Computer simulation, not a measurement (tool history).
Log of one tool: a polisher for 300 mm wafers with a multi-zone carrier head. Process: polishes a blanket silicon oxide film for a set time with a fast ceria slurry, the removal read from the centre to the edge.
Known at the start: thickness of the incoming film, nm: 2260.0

run    day  flow of slurry (ml/min)  pressure of the head's centre zone  pressure of the head's middle zone  pressure of the head's edge zone  polishing time (s)  film removed at the wafer's centre (nm)  film removed at mid-radius (nm)  film removed at the wafer's edge (nm)
  1  0.000                      190                                1.00                                1.00                              1.00                  34                                   718.06                           695.94                                 686.89
  2  0.321                      190                                1.00                                0.94                              1.00                  34                                   707.11                           677.25                                 677.99
  3  0.683                      190                                0.99                                0.95                              0.98                  34                                   717.78                           676.10                                 684.59
  4  0.908                      235                                0.99                                0.95                              0.98                  34                                   719.55                           693.12                                 692.69
  5  1.071                      235                                0.98                                0.97                              0.96                  33                                   711.18                           682.75                                 660.72
  6  1.317                      235                                0.96                                0.98                              0.95                  33                                   688.84                           692.08                                 664.33

The next listed run, before its measurement:
  7  1.650                      235                                0.95                                0.99                              0.94                  32                                        ?                                ?                                      ?

film removed at the wafer's centre (nm): 652.27
film removed at mid-radius (nm): 667.36
film removed at the wafer's edge (nm): 624.74
